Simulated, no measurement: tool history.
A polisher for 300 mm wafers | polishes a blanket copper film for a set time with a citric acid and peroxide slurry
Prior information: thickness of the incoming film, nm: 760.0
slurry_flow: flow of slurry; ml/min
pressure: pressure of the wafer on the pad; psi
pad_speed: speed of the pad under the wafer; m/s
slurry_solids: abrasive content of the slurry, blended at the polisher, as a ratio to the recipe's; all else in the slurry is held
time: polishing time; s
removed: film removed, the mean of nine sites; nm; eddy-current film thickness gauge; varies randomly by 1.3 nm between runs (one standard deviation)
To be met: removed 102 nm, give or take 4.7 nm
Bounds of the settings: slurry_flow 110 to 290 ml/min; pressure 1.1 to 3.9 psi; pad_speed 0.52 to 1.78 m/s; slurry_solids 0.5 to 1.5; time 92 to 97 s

run	hour	slurry_flow	pressure	pad_speed	slurry_solids	time	removed
1	0	185	2.5	1.14	1	92	176.52
2	1	185	2.1	1.12	1	92	148.24
3	1.6	185	2.1	1.12	1	92	150.14
4	4.6	185	2.7	1.12	1	92	189.19
5	12.8	185	2.7	1.12	0.9	92	183.44
6	21	185	2.7	1.12	0.8	92	173.64
7	25.6	185	2.3	1.1	0.8	92	146.25
8	26.9	185	2.1	1.1	0.8	92	138.83
9	31.2	185	1.9	1.1	0.8	92	126.68
10	37	185	1.7	1.1	0.8	92	116.4
11	45.3	185	1.6	1.1	0.8	92	109.29

Exercise: of the 5 proposed moves below, exactly one satisfies all targets within the stated allowed misses. Which move is it?
A	53.6	180	1.7	1.1	0.8	96	?
B	53.6	160	1.6	1.2	0.85	95	?
C	53.6	175	1.5	1.18	0.9	97	?
D	53.6	255	2.1	0.58	0.7	96	?
E	53.6	185	1.3	1.12	0.8	92	?

move	removed
A	118.77
B	117.75
C	116.13
D	100.5
E	92.182
A: the biggest miss grows against the last run
B: the biggest miss grows against the last run
C: the biggest miss grows against the last run
D: meets every target
E: carries the result that was furthest off beyond its target, to the other side
Move D is the one to make.
